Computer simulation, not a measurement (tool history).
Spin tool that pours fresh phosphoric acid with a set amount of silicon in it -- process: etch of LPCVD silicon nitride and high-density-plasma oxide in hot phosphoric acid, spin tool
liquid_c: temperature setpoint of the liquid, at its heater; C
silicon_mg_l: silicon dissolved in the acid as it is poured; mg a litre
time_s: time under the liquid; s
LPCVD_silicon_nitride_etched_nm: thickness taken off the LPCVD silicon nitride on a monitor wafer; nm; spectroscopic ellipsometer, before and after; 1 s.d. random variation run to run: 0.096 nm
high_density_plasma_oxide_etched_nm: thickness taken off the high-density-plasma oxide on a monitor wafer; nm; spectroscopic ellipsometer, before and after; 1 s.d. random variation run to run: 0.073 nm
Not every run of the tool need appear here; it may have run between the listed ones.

| run | day | liquid_c | silicon_mg_l | time_s | LPCVD_silicon_nitride_etched_nm | high_density_plasma_oxide_etched_nm |
|---|---|---|---|---|---|---|
| 1 | 0.000 | 162.0 | 25.0 | 180 | 15.8340 | 0.38103 |
| 2 | 0.054 | 162.0 | 25.0 | 125 | 10.9220 | 0.23046 |
| 3 | 0.354 | 162.5 | 23.5 | 130 | 11.6540 | 0.28255 |
| 4 | 0.642 | 162.5 | 10.5 | 130 | 11.6700 | 0.43304 |
| 5 | 0.912 | 162.5 | 10.5 | 95 | 8.3598 | 0.28562 |
| 6 | 1.004 | 162.5 | 10.5 | 165 | 14.6410 | 0.45060 |

Forecast run 7:
| 7 | 1.133 | 165.0 | 5.0 | 175 | ? | ? |

LPCVD_silicon_nitride_etched_nm: 16.9470 nm
high_density_plasma_oxide_etched_nm: 0.70947 nm

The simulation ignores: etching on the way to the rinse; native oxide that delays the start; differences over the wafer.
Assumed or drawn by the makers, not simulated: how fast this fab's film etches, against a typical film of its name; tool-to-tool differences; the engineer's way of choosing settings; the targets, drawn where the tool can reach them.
